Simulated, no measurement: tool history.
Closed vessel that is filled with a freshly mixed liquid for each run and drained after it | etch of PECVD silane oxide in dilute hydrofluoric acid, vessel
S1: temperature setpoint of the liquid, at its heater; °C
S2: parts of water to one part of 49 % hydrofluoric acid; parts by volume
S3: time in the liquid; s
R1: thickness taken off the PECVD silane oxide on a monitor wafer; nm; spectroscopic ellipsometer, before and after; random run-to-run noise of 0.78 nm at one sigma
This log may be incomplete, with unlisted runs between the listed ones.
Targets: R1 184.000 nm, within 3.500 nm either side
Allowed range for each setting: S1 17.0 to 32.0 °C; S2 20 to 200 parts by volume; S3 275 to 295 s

Run 1, hour 0.0: S1 24.0 °C, S2 110 parts by volume, S3 275 s. Result: R1 55.534 nm.
Run 2, hour 4.6: S1 24.0 °C, S2 110 parts by volume, S3 295 s. Result: R1 59.178 nm.
Run 3, hour 8.8: S1 21.0 °C, S2 110 parts by volume, S3 295 s. Result: R1 53.226 nm.
Run 4, hour 11.6: S1 23.0 °C, S2 95 parts by volume, S3 295 s. Result: R1 67.672 nm.
Run 5, hour 19.0: S1 23.0 °C, S2 135 parts by volume, S3 295 s. Result: R1 45.182 nm.
Run 6, hour 20.8: S1 25.5 °C, S2 135 parts by volume, S3 295 s. Result: R1 49.905 nm.
Run 7, hour 21.5: S1 29.5 °C, S2 90 parts by volume, S3 295 s. Result: R1 92.530 nm.
Run 8, hour 22.7: S1 30.0 °C, S2 80 parts by volume, S3 295 s. Result: R1 108.130 nm.
Run 9, hour 30.4: S1 30.5 °C, S2 75 parts by volume, S3 295 s. Result: R1 118.570 nm.
Run 10, hour 38.9: S1 31.0 °C, S2 70 parts by volume, S3 295 s. Result: R1 129.690 nm.
Run 11, hour 42.7: S1 31.0 °C, S2 65 parts by volume, S3 295 s. Result: R1 141.150 nm.
Run 12, hour 44.9: S1 31.0 °C, S2 65 parts by volume, S3 295 s. Result: R1 140.950 nm.
Run 13, hour 53.2: S1 31.0 °C, S2 60 parts by volume, S3 295 s. Result: R1 153.240 nm.
Run 14, hour 57.4: S1 31.5 °C, S2 55 parts by volume, S3 295 s. Result: R1 172.430 nm.
Run 15, hour 64.3: S1 32.0 °C, S2 55 parts by volume, S3 295 s. Result: R1 177.590 nm.
Run 16, hour 70.8: S1 32.0 °C, S2 50 parts by volume, S3 295 s. Result: R1 195.070 nm.
Run 17, hour 74.3: S1 31.5 °C, S2 50 parts by volume, S3 295 s. Result: R1 192.360 nm.
Run 18, hour 76.1: S1 31.0 °C, S2 50 parts by volume, S3 295 s. Result: R1 187.920 nm.

Consider the 4 candidate settings below. Which is the only one whose results all fall within their allowed miss of target?
Run A, hour 77.9: S1 30.0 °C, S2 45 parts by volume, S3 280 s. Result: R1 ?.
Run B, hour 77.9: S1 31.5 °C, S2 50 parts by volume, S3 285 s. Result: R1 ?.
Run C, hour 77.9: S1 28.5 °C, S2 45 parts by volume, S3 295 s. Result: R1 ?.
Run D, hour 77.9: S1 31.5 °C, S2 50 parts by volume, S3 295 s. Result: R1 ?.

move       R1
   A  193.210
   B  186.060
   C  191.840
   D  192.590
A: its largest miss is bigger than the last run's
B: all results land within tolerance of their targets
C: its largest miss is bigger than the last run's
D: its largest miss is bigger than the last run's
The right move is B.

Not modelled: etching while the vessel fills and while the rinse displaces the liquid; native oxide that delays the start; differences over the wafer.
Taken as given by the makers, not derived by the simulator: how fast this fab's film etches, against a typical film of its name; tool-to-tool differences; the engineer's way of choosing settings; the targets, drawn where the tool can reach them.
